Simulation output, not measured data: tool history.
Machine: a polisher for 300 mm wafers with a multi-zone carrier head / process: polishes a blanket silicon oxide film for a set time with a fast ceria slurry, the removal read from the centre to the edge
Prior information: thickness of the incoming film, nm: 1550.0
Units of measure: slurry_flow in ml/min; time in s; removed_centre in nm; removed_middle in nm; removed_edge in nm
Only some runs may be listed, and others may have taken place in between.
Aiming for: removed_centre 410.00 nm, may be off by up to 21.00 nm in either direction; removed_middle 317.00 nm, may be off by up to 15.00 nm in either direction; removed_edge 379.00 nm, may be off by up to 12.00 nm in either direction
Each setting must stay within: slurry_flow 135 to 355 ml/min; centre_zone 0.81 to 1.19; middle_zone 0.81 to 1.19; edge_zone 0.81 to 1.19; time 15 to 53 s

{"run": 1, "day": 0.0, "slurry_flow": 225, "centre_zone": 1.0, "middle_zone": 1.0, "edge_zone": 1.0, "time": 34, "removed_centre": 486.34, "removed_middle": 490.46, "removed_edge": 482.92}
{"run": 2, "day": 0.067, "slurry_flow": 225, "centre_zone": 1.0, "middle_zone": 1.07, "edge_zone": 1.0, "time": 34, "removed_centre": 488.29, "removed_middle": 504.48, "removed_edge": 480.24}
{"run": 3, "day": 0.117, "slurry_flow": 215, "centre_zone": 1.03, "middle_zone": 1.02, "edge_zone": 1.02, "time": 32, "removed_centre": 463.8, "removed_middle": 442.78, "removed_edge": 456.56}
{"run": 4, "day": 0.492, "slurry_flow": 205, "centre_zone": 1.05, "middle_zone": 1.0, "edge_zone": 1.02, "time": 31, "removed_centre": 459.22, "removed_middle": 435.68, "removed_edge": 444.86}
{"run": 5, "day": 0.575, "slurry_flow": 205, "centre_zone": 1.12, "middle_zone": 1.0, "edge_zone": 1.02, "time": 31, "removed_centre": 489.1, "removed_middle": 432.62, "removed_edge": 436.51}
{"run": 6, "day": 0.633, "slurry_flow": 170, "centre_zone": 1.12, "middle_zone": 1.0, "edge_zone": 1.02, "time": 31, "removed_centre": 482.74, "removed_middle": 419.59, "removed_edge": 441.43}
{"run": 7, "day": 1.008, "slurry_flow": 165, "centre_zone": 1.13, "middle_zone": 0.98, "edge_zone": 1.02, "time": 30, "removed_centre": 456.99, "removed_middle": 414.84, "removed_edge": 421.27}
{"run": 8, "day": 1.238, "slurry_flow": 180, "centre_zone": 1.14, "middle_zone": 0.96, "edge_zone": 1.05, "time": 29, "removed_centre": 455.84, "removed_middle": 386.32, "removed_edge": 421.79}
{"run": 9, "day": 1.429, "slurry_flow": 180, "centre_zone": 1.15, "middle_zone": 0.94, "edge_zone": 1.05, "time": 28, "removed_centre": 454.78, "removed_middle": 366.31, "removed_edge": 409.09}
{"run": 10, "day": 1.492, "slurry_flow": 180, "centre_zone": 1.14, "middle_zone": 0.92, "edge_zone": 1.05, "time": 27, "removed_centre": 420.92, "removed_middle": 342.05, "removed_edge": 388.05}
{"run": 11, "day": 1.688, "slurry_flow": 180, "centre_zone": 1.14, "middle_zone": 0.91, "edge_zone": 1.05, "time": 27, "removed_centre": 420.14, "removed_middle": 338.28, "removed_edge": 388.85}
{"run": 12, "day": 1.812, "slurry_flow": 180, "centre_zone": 1.14, "middle_zone": 0.9, "edge_zone": 1.05, "time": 27, "removed_centre": 431.08, "removed_middle": 333.72, "removed_edge": 394.04}
{"run": 13, "day": 2.008, "slurry_flow": 180, "centre_zone": 1.14, "middle_zone": 0.9, "edge_zone": 1.05, "time": 27, "removed_centre": 423.58, "removed_middle": 339.9, "removed_edge": 398.85}
{"run": 14, "day": 2.35, "slurry_flow": 180, "centre_zone": 1.14, "middle_zone": 0.89, "edge_zone": 1.04, "time": 27, "removed_centre": 419.86, "removed_middle": 336.63, "removed_edge": 389.54}
{"run": 15, "day": 2.633, "slurry_flow": 180, "centre_zone": 1.14, "middle_zone": 0.88, "edge_zone": 1.04, "time": 27, "removed_centre": 429.41, "removed_middle": 334.22, "removed_edge": 391.39}

Exercise: of the 4 proposed moves below, exactly one satisfies all targets within the stated allowed misses. Which move is it?
{"run": "A", "day": 2.917, "slurry_flow": 135, "centre_zone": 1.11, "middle_zone": 0.83, "edge_zone": 1.05, "time": 30, "removed_centre": "?", "removed_middle": "?", "removed_edge": "?"}
{"run": "B", "day": 2.917, "slurry_flow": 240, "centre_zone": 1.19, "middle_zone": 0.93, "edge_zone": 1.19, "time": 24, "removed_centre": "?", "removed_middle": "?", "removed_edge": "?"}
{"run": "C", "day": 2.917, "slurry_flow": 185, "centre_zone": 1.08, "middle_zone": 0.95, "edge_zone": 1.07, "time": 27, "removed_centre": "?", "removed_middle": "?", "removed_edge": "?"}
{"run": "D", "day": 2.917, "slurry_flow": 195, "centre_zone": 1.15, "middle_zone": 0.81, "edge_zone": 1.11, "time": 28, "removed_centre": "?", "removed_middle": "?", "removed_edge": "?"}

move=A removed_centre=448.18 removed_middle=352.01 removed_edge=425.89
move=B removed_centre=404.95 removed_middle=323.55 removed_edge=375.14
move=C removed_centre=403.97 removed_middle=363.35 removed_edge=393.53
move=D removed_centre=447.92 removed_middle=331.55 removed_edge=417.79
A: lands further from the targets than the last run did
B: all results in spec
C: lands further from the targets than the last run did
D: meets the target for the result that was furthest off, but another lies outside its allowed miss
The move that meets every target is B.
